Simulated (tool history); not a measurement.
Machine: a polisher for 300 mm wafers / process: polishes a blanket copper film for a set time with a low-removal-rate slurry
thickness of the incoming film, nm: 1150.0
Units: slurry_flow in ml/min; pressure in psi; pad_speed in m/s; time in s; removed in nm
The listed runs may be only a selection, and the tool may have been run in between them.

run	hour	slurry_flow	pressure	pad_speed	slurry_solids	time	removed
1	0	260	3.1	1	1	61	141.75
2	7.2	295	3.1	1	1	61	143.45
3	12.8	295	3.1	1.18	1	61	168.52
4	14.8	295	2.7	1.06	1	61	137.13
5	19	360	2.7	1.06	1	61	136.73
6	26.8	360	2.4	0.94	1	61	110.86
7	34.6	360	2.1	0.86	1	61	90.024
8	43.4	360	1.9	0.84	1	61	79.282
9	46.9	350	1.8	0.84	1	61	78.098
10	47.8	350	1.7	0.82	1	61	71.947
11	51.6	335	1.6	0.82	1	61	67.234
12	55.5	325	1.6	0.82	1	61	68.293
13	64	315	1.6	0.82	1	61	66.723

Run 14 comes next. What will it give?
14	68.4	305	1.6	0.82	1	61	?

removed: 66.13 nm
